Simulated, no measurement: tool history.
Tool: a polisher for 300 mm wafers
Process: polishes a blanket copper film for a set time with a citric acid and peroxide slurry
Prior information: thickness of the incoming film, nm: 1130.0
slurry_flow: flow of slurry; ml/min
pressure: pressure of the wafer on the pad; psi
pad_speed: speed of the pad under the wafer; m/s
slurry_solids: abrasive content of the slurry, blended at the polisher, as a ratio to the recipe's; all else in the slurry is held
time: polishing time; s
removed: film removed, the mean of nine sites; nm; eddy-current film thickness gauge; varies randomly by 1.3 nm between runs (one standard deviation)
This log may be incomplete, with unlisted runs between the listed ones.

| run | hour | slurry_flow | pressure | pad_speed | slurry_solids | time | removed |
|---|---|---|---|---|---|---|---|
| 1 | 0 | 275 | 2.8 | 1.04 | 1 | 51 | 132.14 |
| 2 | 7.1 | 280 | 3.2 | 1.04 | 1 | 51 | 154.66 |
| 3 | 15.7 | 280 | 3.2 | 1.04 | 0.85 | 51 | 147.62 |
| 4 | 23.6 | 280 | 3.2 | 1.04 | 0.85 | 46 | 134.02 |
| 5 | 24.5 | 280 | 3.2 | 1.04 | 0.7 | 46 | 128.66 |
| 6 | 30.4 | 280 | 3.2 | 0.8 | 0.7 | 46 | 100.78 |
| 7 | 32.2 | 285 | 3.6 | 0.88 | 0.7 | 46 | 123.36 |
| 8 | 37 | 290 | 3.9 | 0.94 | 0.7 | 46 | 141.58 |
| 9 | 40.4 | 290 | 4.1 | 1 | 0.7 | 46 | 157.93 |
| 10 | 44.4 | 290 | 4.2 | 1.04 | 0.7 | 46 | 167.66 |
| 11 | 46.9 | 295 | 4.3 | 1.08 | 0.7 | 46 | 179.47 |
| 12 | 52.3 | 295 | 4.3 | 1.1 | 0.7 | 46 | 182.05 |

Run 13 comes next. What will it give?
| 13 | 58.6 | 295 | 4.3 | 1.12 | 0.7 | 46 | ? |

removed: 186.16 nm

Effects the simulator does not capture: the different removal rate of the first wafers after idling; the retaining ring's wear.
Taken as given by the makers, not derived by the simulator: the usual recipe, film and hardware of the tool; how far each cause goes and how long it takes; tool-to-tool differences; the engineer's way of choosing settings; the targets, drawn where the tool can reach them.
